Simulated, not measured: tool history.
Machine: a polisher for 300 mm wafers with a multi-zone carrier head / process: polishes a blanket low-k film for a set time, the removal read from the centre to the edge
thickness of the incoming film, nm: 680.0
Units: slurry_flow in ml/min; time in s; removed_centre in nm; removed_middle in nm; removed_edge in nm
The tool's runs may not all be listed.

run 1 hour=0 | slurry_flow=260 centre_zone=1 middle_zone=1 edge_zone=1 slurry_solids=1 time=78 | removed_centre=29.205 removed_middle=30.524 removed_edge=30.877
run 2 hour=4.6 | slurry_flow=260 centre_zone=1 middle_zone=1 edge_zone=1 slurry_solids=1 time=86 | removed_centre=33.903 removed_middle=33.682 removed_edge=33.489
run 3 hour=12 | slurry_flow=270 centre_zone=0.99 middle_zone=0.98 edge_zone=1.06 slurry_solids=1.1 time=86 | removed_centre=33.491 removed_middle=34.639 removed_edge=35.948
run 4 hour=18.1 | slurry_flow=270 centre_zone=0.99 middle_zone=0.98 edge_zone=1.02 slurry_solids=1.1 time=86 | removed_centre=33.833 removed_middle=34.647 removed_edge=35.593
run 5 hour=24 | slurry_flow=275 centre_zone=1.01 middle_zone=0.96 edge_zone=1.06 slurry_solids=1.2 time=86 | removed_centre=36.402 removed_middle=35.172 removed_edge=37.806
run 6 hour=28.7 | slurry_flow=275 centre_zone=1.01 middle_zone=0.96 edge_zone=1 slurry_solids=1.2 time=86 | removed_centre=35.922 removed_middle=35.393 removed_edge=36.15

Run 7, settings as shown, results not yet in. Your forecast:
run 7 hour=35.2 | slurry_flow=275 centre_zone=1.01 middle_zone=0.96 edge_zone=1.06 slurry_solids=1.25 time=86 | removed_centre=? removed_middle=? removed_edge=?

removed_centre: 36.059 nm
removed_middle: 35.771 nm
removed_edge: 38.724 nm
